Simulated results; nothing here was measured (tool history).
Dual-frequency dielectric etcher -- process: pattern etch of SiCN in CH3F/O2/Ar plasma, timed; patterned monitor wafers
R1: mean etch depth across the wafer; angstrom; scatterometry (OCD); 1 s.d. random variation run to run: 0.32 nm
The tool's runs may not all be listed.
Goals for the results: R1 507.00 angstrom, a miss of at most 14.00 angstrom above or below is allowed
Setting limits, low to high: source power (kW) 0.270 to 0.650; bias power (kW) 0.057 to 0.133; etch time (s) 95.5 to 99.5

run 1 day=0.000 | source_power_(kW)=0.460 bias_power_(kW)=0.095 etch_time_(s)=95.5 | R1=435.00
run 2 day=0.246 | source_power_(kW)=0.460 bias_power_(kW)=0.095 etch_time_(s)=99.5 | R1=454.41
run 3 day=0.404 | source_power_(kW)=0.460 bias_power_(kW)=0.080 etch_time_(s)=99.5 | R1=429.53
run 4 day=0.500 | source_power_(kW)=0.460 bias_power_(kW)=0.066 etch_time_(s)=99.5 | R1=398.82
run 5 day=0.721 | source_power_(kW)=0.530 bias_power_(kW)=0.066 etch_time_(s)=99.5 | R1=423.27
run 6 day=1.017 | source_power_(kW)=0.550 bias_power_(kW)=0.070 etch_time_(s)=99.5 | R1=438.24
run 7 day=1.246 | source_power_(kW)=0.570 bias_power_(kW)=0.074 etch_time_(s)=99.5 | R1=455.59
run 8 day=1.279 | source_power_(kW)=0.590 bias_power_(kW)=0.076 etch_time_(s)=99.5 | R1=462.56
-- day=1.550 wet clean of the chamber
run 9 day=1.550 | source_power_(kW)=0.600 bias_power_(kW)=0.079 etch_time_(s)=99.5 | R1=484.27
run 10 day=1.612 | source_power_(kW)=0.610 bias_power_(kW)=0.079 etch_time_(s)=99.5 | R1=484.08
run 11 day=1.825 | source_power_(kW)=0.620 bias_power_(kW)=0.080 etch_time_(s)=99.5 | R1=489.94

Consider the 4 candidate settings below. Which is the only one whose results all fall within their allowed miss of target?
run A day=2.038 | source_power_(kW)=0.590 bias_power_(kW)=0.083 etch_time_(s)=97.0 | R1=?
run B day=2.038 | source_power_(kW)=0.640 bias_power_(kW)=0.083 etch_time_(s)=99.5 | R1=?
run C day=2.038 | source_power_(kW)=0.650 bias_power_(kW)=0.065 etch_time_(s)=99.5 | R1=?
run D day=2.038 | source_power_(kW)=0.570 bias_power_(kW)=0.079 etch_time_(s)=98.5 | R1=?

move=A R1=475.06
move=B R1=502.82
move=C R1=469.85
move=D R1=468.71
A: misses by more than the last run did
B: hits every target within its allowed miss
C: misses by more than the last run did
D: misses by more than the last run did
Go with B: it meets all targets.
